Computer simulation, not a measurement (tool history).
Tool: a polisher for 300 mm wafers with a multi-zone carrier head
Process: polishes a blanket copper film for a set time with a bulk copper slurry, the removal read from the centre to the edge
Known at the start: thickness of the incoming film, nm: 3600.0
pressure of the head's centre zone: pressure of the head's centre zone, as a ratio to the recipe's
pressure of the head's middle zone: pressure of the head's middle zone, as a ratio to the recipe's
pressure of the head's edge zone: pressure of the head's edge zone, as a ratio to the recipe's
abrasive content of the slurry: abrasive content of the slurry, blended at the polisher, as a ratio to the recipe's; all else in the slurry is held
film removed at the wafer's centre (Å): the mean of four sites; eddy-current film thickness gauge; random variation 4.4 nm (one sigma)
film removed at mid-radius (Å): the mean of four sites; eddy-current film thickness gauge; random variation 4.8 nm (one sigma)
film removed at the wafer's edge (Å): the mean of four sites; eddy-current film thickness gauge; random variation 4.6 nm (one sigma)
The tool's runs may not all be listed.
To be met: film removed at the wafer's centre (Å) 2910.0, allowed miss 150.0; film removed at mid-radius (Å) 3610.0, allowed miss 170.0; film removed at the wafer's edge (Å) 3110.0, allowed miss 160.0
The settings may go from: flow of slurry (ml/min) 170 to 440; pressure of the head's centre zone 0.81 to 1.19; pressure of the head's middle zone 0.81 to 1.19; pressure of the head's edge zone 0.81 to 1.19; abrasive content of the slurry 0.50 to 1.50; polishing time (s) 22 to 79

run,hour,flow of slurry (ml/min),pressure of the head's centre zone,pressure of the head's middle zone,pressure of the head's edge zone,abrasive content of the slurry,polishing time (s),film removed at the wafer's centre (Å),film removed at mid-radius (Å),film removed at the wafer's edge (Å)
1,0.0,280,1.00,1.00,1.00,1.00,50,4366.7,4852.4,4619.3
2,2.2,280,1.00,1.00,1.00,1.10,50,4458.6,4796.1,4805.6
3,2.7,280,1.00,1.00,1.00,1.10,39,3578.2,3764.2,3812.6
4,8.1,280,1.00,1.00,0.95,1.10,39,3592.0,3776.1,3633.1
5,12.7,280,0.96,1.00,0.95,1.10,39,3375.9,3741.2,3621.0
6,16.2,280,0.95,1.00,0.93,1.05,39,3395.5,3756.8,3510.5
7,23.7,270,0.85,1.03,0.90,0.80,36,2607.1,3446.5,3037.1
# hour 29.3: centre zone pressure recalibrated
8,29.3,275,0.86,1.03,0.90,0.80,36,2793.1,3328.9,3090.4
9,35.9,275,0.86,1.04,0.90,0.80,36,2721.7,3421.4,3058.4
10,42.4,280,0.87,1.05,0.90,0.80,36,2876.5,3447.3,3090.2

Which of these 5 next moves meets every target?
A,48.9,230,0.85,0.97,0.93,0.85,35,?,?,?
B,48.9,250,0.85,1.06,0.85,0.85,37,?,?,?
C,48.9,270,0.96,1.04,1.09,0.90,34,?,?,?
D,48.9,260,0.97,1.00,0.93,0.60,38,?,?,?
E,48.9,315,0.86,0.95,0.86,1.00,35,?,?,?

move,film removed at the wafer's centre (Å),film removed at mid-radius (Å),film removed at the wafer's edge (Å)
A,2667.3,3155.1,3080.1
B,2845.1,3622.9,3139.2
C,3009.4,3329.9,3298.3
D,3146.9,3336.0,3166.6
E,2866.5,3283.8,3128.3
A: further off than the last run
B: meets every target
C: further off than the last run
D: further off than the last run
E: further off than the last run
Move B is the one to make.
